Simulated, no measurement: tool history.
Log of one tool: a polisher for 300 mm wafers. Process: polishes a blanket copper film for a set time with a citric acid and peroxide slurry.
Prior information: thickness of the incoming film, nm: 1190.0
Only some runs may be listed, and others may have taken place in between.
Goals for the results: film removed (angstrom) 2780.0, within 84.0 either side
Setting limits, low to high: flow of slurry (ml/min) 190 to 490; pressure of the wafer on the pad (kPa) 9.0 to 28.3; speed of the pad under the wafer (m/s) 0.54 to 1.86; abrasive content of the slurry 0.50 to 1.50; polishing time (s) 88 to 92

run	day	flow of slurry (ml/min)	pressure of the wafer on the pad (kPa)	speed of the pad under the wafer (m/s)	abrasive content of the slurry	polishing time (s)	film removed (angstrom)
1	0.000	315	18.6	1.18	1.00	88	2086.6
2	0.208	315	19.3	1.18	1.00	88	2120.3
3	0.442	315	20.0	1.18	1.00	88	2227.4
4	0.788	375	20.0	1.18	1.00	88	2241.9
5	0.938	375	20.7	1.18	1.00	88	2329.5
6	1.050	375	21.4	1.18	1.00	88	2403.7
7	1.279	375	22.1	1.18	1.00	88	2482.3
8	1.371	375	23.4	1.18	1.00	88	2565.2

Exercise: of the 4 proposed moves below, exactly one satisfies all targets within the stated allowed misses. Which move is it?
A	1.462	360	23.4	1.36	0.80	92	?
B	1.462	375	22.8	1.34	0.75	92	?
C	1.462	420	20.0	1.48	1.10	92	?
D	1.462	425	22.8	1.02	1.05	88	?

move	film removed (angstrom)
A	2933.3
B	2787.0
C	2954.1
D	2328.4
A: the result that was furthest off in the last run now lies on the other side of its target
B: every result lands within tolerance
C: the result that was furthest off in the last run now lies on the other side of its target
D: its largest miss is bigger than the last run's
Correct choice: B, which meets every target

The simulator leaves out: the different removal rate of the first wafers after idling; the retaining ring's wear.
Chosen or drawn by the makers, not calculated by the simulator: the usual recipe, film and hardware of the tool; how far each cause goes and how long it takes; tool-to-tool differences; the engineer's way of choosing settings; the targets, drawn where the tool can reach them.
